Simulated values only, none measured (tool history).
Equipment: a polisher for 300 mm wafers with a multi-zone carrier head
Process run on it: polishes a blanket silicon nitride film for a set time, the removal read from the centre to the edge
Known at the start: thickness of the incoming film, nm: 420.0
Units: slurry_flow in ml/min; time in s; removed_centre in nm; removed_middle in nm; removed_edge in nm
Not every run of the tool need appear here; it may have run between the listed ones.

{"run": 1, "hour": 0.0, "slurry_flow": 205, "centre_zone": 1, "middle_zone": 1, "edge_zone": 1, "time": 69, "removed_centre": 90.237, "removed_middle": 79.312, "removed_edge": 79.577}
{"run": 2, "hour": 7.9, "slurry_flow": 205, "centre_zone": 1, "middle_zone": 1.05, "edge_zone": 1, "time": 69, "removed_centre": 90.599, "removed_middle": 83.038, "removed_edge": 79.873}
{"run": 3, "hour": 10.6, "slurry_flow": 205, "centre_zone": 0.92, "middle_zone": 1.05, "edge_zone": 1, "time": 69, "removed_centre": 82.315, "removed_middle": 83.089, "removed_edge": 79.087}
{"run": 4, "hour": 14.3, "slurry_flow": 205, "centre_zone": 0.92, "middle_zone": 1.05, "edge_zone": 0.93, "time": 69, "removed_centre": 83.547, "removed_middle": 81.646, "removed_edge": 76.099}
{"run": 5, "hour": 16.9, "slurry_flow": 250, "centre_zone": 0.92, "middle_zone": 1.05, "edge_zone": 0.93, "time": 69, "removed_centre": 85.435, "removed_middle": 84.236, "removed_edge": 78.521}
{"run": 6, "hour": 21.4, "slurry_flow": 250, "centre_zone": 0.92, "middle_zone": 1, "edge_zone": 0.93, "time": 69, "removed_centre": 85.272, "removed_middle": 83.378, "removed_edge": 77.562}

Forecast run 7:
{"run": 7, "hour": 27.4, "slurry_flow": 245, "centre_zone": 0.9, "middle_zone": 1.01, "edge_zone": 0.96, "time": 68, "removed_centre": "?", "removed_middle": "?", "removed_edge": "?"}

removed_centre: 81.225 nm
removed_middle: 82.292 nm
removed_edge: 79.522 nm
